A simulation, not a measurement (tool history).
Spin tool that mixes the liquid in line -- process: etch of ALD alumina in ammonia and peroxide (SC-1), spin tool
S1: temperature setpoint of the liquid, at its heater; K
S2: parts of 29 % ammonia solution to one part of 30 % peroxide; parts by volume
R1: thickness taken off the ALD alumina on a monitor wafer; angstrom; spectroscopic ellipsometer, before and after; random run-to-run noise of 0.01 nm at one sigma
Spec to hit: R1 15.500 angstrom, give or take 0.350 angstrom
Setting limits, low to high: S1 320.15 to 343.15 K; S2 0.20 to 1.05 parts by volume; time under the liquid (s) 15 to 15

Run 1, hour 0.0: S1 336.15 K, S2 0.55 parts by volume, time under the liquid (s) 15. Result: R1 23.410 angstrom.
Run 2, hour 5.6: S1 336.15 K, S2 0.35 parts by volume, time under the liquid (s) 15. Result: R1 22.831 angstrom.
Run 3, hour 11.5: S1 339.15 K, S2 0.35 parts by volume, time under the liquid (s) 15. Result: R1 26.259 angstrom.
Run 4, hour 13.3: S1 338.15 K, S2 0.35 parts by volume, time under the liquid (s) 15. Result: R1 25.043 angstrom.
Run 5, hour 22.2: S1 337.15 K, S2 0.35 parts by volume, time under the liquid (s) 15. Result: R1 23.692 angstrom.
Run 6, hour 30.9: S1 336.15 K, S2 0.35 parts by volume, time under the liquid (s) 15. Result: R1 22.405 angstrom.
Run 7, hour 35.3: S1 335.65 K, S2 0.35 parts by volume, time under the liquid (s) 15. Result: R1 21.901 angstrom.
Run 8, hour 38.2: S1 335.15 K, S2 0.35 parts by volume, time under the liquid (s) 15. Result: R1 21.528 angstrom.
Run 9, hour 42.9: S1 334.65 K, S2 0.35 parts by volume, time under the liquid (s) 15. Result: R1 20.816 angstrom.
Run 10, hour 50.1: S1 334.15 K, S2 0.35 parts by volume, time under the liquid (s) 15. Result: R1 20.402 angstrom.
Run 11, hour 53.0: S1 333.65 K, S2 0.35 parts by volume, time under the liquid (s) 15. Result: R1 19.508 angstrom.
Run 12, hour 57.7: S1 333.15 K, S2 0.35 parts by volume, time under the liquid (s) 15. Result: R1 19.554 angstrom.
Run 13, hour 64.8: S1 327.15 K, S2 0.35 parts by volume, time under the liquid (s) 15. Result: R1 13.999 angstrom.
Run 14, hour 67.3: S1 328.15 K, S2 0.35 parts by volume, time under the liquid (s) 15. Result: R1 15.060 angstrom.

Next run, 5 choices. One meets every target within its allowed miss, the rest don't. Which?
Run A, hour 69.8: S1 327.65 K, S2 0.45 parts by volume, time under the liquid (s) 15. Result: R1 ?.
Run B, hour 69.8: S1 329.15 K, S2 0.30 parts by volume, time under the liquid (s) 15. Result: R1 ?.
Run C, hour 69.8: S1 328.15 K, S2 0.25 parts by volume, time under the liquid (s) 15. Result: R1 ?.
Run D, hour 69.8: S1 329.15 K, S2 0.20 parts by volume, time under the liquid (s) 15. Result: R1 ?.
Run E, hour 69.8: S1 327.65 K, S2 0.35 parts by volume, time under the liquid (s) 15. Result: R1 ?.

move      R1
   A  14.858
   B  15.481
   C  14.430
   D  14.895
   E  14.507
A: moves away from the targets compared with the last run
B: each result inside its tolerance
C: moves away from the targets compared with the last run
D: moves away from the targets compared with the last run
E: moves away from the targets compared with the last run
The move that meets every target is B.

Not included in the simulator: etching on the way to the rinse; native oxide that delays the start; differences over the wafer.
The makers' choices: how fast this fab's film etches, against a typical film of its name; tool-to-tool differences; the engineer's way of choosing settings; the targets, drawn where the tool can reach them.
